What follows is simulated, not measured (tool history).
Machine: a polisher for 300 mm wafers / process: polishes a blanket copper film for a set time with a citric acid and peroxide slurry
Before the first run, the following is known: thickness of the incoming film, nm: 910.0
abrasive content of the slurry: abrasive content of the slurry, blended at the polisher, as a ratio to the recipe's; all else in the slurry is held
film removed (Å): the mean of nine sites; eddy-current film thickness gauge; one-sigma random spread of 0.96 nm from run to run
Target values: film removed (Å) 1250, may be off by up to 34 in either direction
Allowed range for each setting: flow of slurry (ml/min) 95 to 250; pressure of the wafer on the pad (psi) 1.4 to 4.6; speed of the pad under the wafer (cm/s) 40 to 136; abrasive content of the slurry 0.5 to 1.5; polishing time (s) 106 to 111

run,day,flow of slurry (ml/min),pressure of the wafer on the pad (psi),speed of the pad under the wafer (cm/s),abrasive content of the slurry,polishing time (s),film removed (Å)
1,0,160,3,88,1,106,2351.2
2,0.121,175,3,88,1,106,2383.2
3,0.408,175,3,88,1,111,2520.7
4,0.55,170,2.5,84,1,111,2033.4
5,0.8,170,2.5,84,1.15,111,2064.2
6,0.833,170,2.5,92,1.15,111,2222.9
# day 1.183: slurry nozzle cleaned
7,1.183,165,2.2,86,1.15,111,1944.2
8,1.333,165,2,80,1.15,111,1688.8

Consider the 4 candidate settings below. Which is the only one whose results all fall within their allowed miss of target?
A,1.483,210,1.7,58,1.3,106,?
B,1.483,180,1.6,74,1.15,106,?
C,1.483,175,1.8,58,1.15,106,?
D,1.483,170,2,76,1,106,?

move,film removed (Å)
A,1167.1
B,1260.1
C,1178.2
D,1539.3
A: carries the result that was furthest off beyond its target, to the other side
B: in spec on every target
C: carries the result that was furthest off beyond its target, to the other side
D: nearer the targets than the last run, but a result is still out of spec
Correct choice: B, which meets every target
